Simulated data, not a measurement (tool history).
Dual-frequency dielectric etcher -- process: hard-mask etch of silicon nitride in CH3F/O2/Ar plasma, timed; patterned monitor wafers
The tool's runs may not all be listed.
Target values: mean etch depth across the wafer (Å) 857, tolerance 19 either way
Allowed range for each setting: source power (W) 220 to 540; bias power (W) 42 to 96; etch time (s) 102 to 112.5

run  hour  source power (W)  bias power (W)  etch time (s)  mean etch depth across the wafer (Å)
  1     0               380              69          112.5                                761.06
  2     1               380              69          112.5                                764.17
  3   3.6               380              69            102                                697.24
  4    11               380              59            102                                652.87
  5  14.2               410              63          102.5                                685.26
  6    15               440              63          102.5                                703.03
  7  19.2               460              68          103.5                                737.15
  8  25.8               470              72            104                                770.95
  9  33.9               480              75          104.5                                786.88

5 candidate next runs follow, results not yet known. Just one meets every target within its allowed miss. Identify it.
  A    42               470              67          112.5                                     ?
  B    42               500              74            107                                     ?
  C    42               480              77          112.5                                     ?
  D    42               540              68            102                                     ?
  E    42               540              64            102                                     ?

move  mean etch depth across the wafer (Å)
   A                                801.19
   B                                806.62
   C                                849.46
   D                                764.43
   E                                747.78
A: nearer the targets than the last run, but a result is still out of spec
B: nearer the targets than the last run, but a result is still out of spec
C: all results land within tolerance of their targets
D: misses by more than the last run did
E: misses by more than the last run did
Correct choice: C, which meets every target

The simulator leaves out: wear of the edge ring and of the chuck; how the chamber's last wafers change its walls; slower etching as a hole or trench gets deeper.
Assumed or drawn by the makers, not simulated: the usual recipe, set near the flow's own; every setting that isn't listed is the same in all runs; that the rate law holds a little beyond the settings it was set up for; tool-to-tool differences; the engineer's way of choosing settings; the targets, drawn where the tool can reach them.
